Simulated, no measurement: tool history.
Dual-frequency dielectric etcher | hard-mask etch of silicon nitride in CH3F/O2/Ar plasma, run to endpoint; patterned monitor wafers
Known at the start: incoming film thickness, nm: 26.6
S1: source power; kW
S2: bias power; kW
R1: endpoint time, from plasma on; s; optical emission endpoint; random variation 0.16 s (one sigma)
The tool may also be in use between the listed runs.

run	hour	S1	S2	R1
1	0	0.3	0.078	43.43
2	2.1	0.28	0.078	44.572
3	3.7	0.28	0.067	46.262
4	12.1	0.28	0.076	44.839
5	17.9	0.28	0.068	46.065
6	24	0.28	0.062	47.32
7	27.2	0.3	0.063	46.593
8	29.9	0.32	0.065	45.311

Forecast run 9:
9	30.7	0.33	0.067	?

Run 9 gave R1 44.337 s.

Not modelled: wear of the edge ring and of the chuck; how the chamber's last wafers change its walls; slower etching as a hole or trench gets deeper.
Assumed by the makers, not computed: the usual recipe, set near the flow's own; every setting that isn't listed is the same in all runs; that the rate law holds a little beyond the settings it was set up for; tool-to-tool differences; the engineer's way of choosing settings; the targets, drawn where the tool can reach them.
